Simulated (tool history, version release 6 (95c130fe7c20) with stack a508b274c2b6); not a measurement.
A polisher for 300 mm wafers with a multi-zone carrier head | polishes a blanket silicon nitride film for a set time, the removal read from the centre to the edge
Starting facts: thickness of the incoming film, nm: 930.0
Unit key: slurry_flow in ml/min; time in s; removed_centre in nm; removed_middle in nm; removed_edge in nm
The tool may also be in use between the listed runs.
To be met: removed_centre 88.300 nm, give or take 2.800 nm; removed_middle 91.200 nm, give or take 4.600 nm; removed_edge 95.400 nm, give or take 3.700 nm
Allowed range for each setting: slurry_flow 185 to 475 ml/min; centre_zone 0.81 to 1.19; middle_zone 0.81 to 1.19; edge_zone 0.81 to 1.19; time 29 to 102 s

run  hour  slurry_flow  centre_zone  middle_zone  edge_zone  time  removed_centre  removed_middle  removed_edge
  1   0.0          305         1.00         1.00       1.00    65         163.050         164.550       162.590
  2   3.9          305         1.00         1.06       1.00    65         161.480         172.240       160.350
  3   6.3          300         0.98         1.02       0.98    57         139.670         145.060       142.540
  4  13.6          300         0.98         1.05       0.98    57         140.910         148.810       143.720
  5  17.4          300         1.02         1.05       0.98    57         146.150         147.850       143.410
  6  21.1          300         1.02         1.05       0.98    49         126.020         126.130       123.370
  7  24.9          300         1.00         1.04       0.99    45         110.350         113.810       113.910
  8  25.9          300         1.00         1.04       1.00    43         107.640         110.190       108.910
  9  33.5          295         0.99         1.03       1.02    42         103.520         107.670       107.480
 10  36.5          295         0.99         1.02       1.03    40          99.178          99.759       101.230
 11  37.7          295         0.98         1.01       1.05    40          98.652         101.620       102.830
 12  40.1          295         0.97         1.00       1.05    39          93.845          94.172        99.911
 13  40.6          295         0.97         1.01       1.06    38          92.521          94.760        97.507

Exactly one of the 4 candidate moves below puts every result within its allowed miss. Which one?
  A  41.1          240         0.96         0.99       1.05    38               ?               ?             ?
  B  41.1          345         0.98         1.01       0.96    38               ?               ?             ?
  C  41.1          315         1.08         1.02       1.01    37               ?               ?             ?
  D  41.1          265         0.88         0.84       1.08    40               ?               ?             ?

move  removed_centre  removed_middle  removed_edge
   A          87.272          91.109        97.411
   B          92.761          96.070        96.629
   C          98.745          93.524        95.373
   D          85.105          84.624       104.810
A: every result lands within tolerance
B: its largest miss is bigger than the last run's
C: its largest miss is bigger than the last run's
D: carries the result that was furthest off beyond its target, to the other side
A meets every target.

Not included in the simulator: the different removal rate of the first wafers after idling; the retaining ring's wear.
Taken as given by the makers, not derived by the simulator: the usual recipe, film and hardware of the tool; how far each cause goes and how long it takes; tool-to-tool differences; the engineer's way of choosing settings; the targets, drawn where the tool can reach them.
